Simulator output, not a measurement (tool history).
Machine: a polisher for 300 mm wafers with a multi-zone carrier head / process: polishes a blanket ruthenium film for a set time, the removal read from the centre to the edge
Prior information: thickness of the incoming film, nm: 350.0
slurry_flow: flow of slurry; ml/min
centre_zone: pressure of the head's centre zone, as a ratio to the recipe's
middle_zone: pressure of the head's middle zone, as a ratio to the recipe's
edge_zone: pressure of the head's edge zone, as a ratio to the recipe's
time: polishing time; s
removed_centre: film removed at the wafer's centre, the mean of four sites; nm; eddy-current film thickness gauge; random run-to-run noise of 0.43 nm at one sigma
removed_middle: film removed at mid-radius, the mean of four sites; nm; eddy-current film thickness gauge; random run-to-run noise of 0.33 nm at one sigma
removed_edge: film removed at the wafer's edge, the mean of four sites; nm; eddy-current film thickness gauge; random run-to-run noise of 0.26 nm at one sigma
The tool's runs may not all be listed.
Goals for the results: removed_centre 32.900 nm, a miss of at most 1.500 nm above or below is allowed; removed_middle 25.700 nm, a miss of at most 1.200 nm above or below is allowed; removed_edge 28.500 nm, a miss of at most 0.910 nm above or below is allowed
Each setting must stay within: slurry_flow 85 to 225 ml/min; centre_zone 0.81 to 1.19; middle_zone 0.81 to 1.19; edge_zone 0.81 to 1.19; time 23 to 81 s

| run | day | slurry_flow | centre_zone | middle_zone | edge_zone | time | removed_centre | removed_middle | removed_edge |
|---|---|---|---|---|---|---|---|---|---|
| 1 | 0.000 | 145 | 1.00 | 1.00 | 1.00 | 52 | 51.132 | 49.985 | 50.760 |
| 2 | 0.321 | 145 | 1.00 | 1.00 | 1.00 | 44 | 42.531 | 43.442 | 42.856 |
| 3 | 0.350 | 145 | 1.00 | 1.00 | 1.04 | 44 | 42.793 | 42.341 | 43.280 |
| 4 | 0.650 | 140 | 1.05 | 0.95 | 1.03 | 38 | 38.444 | 36.129 | 36.416 |
| 5 | 0.942 | 130 | 1.08 | 0.90 | 1.06 | 36 | 36.858 | 31.427 | 34.784 |
| 6 | 1.038 | 120 | 1.10 | 0.87 | 1.03 | 34 | 34.339 | 28.505 | 31.641 |
| 7 | 1.196 | 110 | 1.12 | 0.86 | 1.01 | 34 | 33.741 | 27.818 | 31.429 |
| 8 | 1.525 | 110 | 1.14 | 0.85 | 0.98 | 33 | 34.128 | 26.285 | 30.390 |

Exactly one of the 5 candidate moves below puts every result within its allowed miss. Which one?
| A | 1.854 | 145 | 1.13 | 0.86 | 0.96 | 30 | ? | ? | ? |
| B | 1.854 | 95 | 1.09 | 0.81 | 1.02 | 35 | ? | ? | ? |
| C | 1.854 | 90 | 1.17 | 0.81 | 0.95 | 36 | ? | ? | ? |
| D | 1.854 | 110 | 1.10 | 0.81 | 0.97 | 35 | ? | ? | ? |
| E | 1.854 | 85 | 1.12 | 0.86 | 1.04 | 36 | ? | ? | ? |

| move | removed_centre | removed_middle | removed_edge |
|---|---|---|---|
| A | 33.170 | 25.627 | 28.737 |
| B | 32.672 | 25.346 | 31.608 |
| C | 35.288 | 25.560 | 31.317 |
| D | 34.797 | 26.560 | 32.061 |
| E | 32.932 | 26.268 | 31.838 |
A: all results land within tolerance of their targets
B: misses by more than the last run did
C: misses by more than the last run did
D: misses by more than the last run did
E: misses by more than the last run did
A meets every target.

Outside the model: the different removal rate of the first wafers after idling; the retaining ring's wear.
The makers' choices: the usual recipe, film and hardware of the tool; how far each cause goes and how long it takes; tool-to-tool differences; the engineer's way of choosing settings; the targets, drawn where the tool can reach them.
